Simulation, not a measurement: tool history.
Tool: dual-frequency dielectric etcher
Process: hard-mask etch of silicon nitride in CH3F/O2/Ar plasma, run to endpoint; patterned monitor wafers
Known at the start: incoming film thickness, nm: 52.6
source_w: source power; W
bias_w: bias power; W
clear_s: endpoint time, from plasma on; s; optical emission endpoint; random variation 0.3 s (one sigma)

run	day	source_w	bias_w	clear_s
1	0.000	460	93	65.227
2	0.362	440	92	66.094
3	0.442	440	104	63.541
4	0.588	440	111	61.989
5	0.721	500	111	58.041
6	0.821	460	109	60.884
7	1.075	430	107	62.930
8	1.146	410	104	65.650
9	1.333	390	103	66.993

Run 10 comes next. What will it give?
10	1.471	370	102	?

Run 10 gave clear_s 68.714 s.
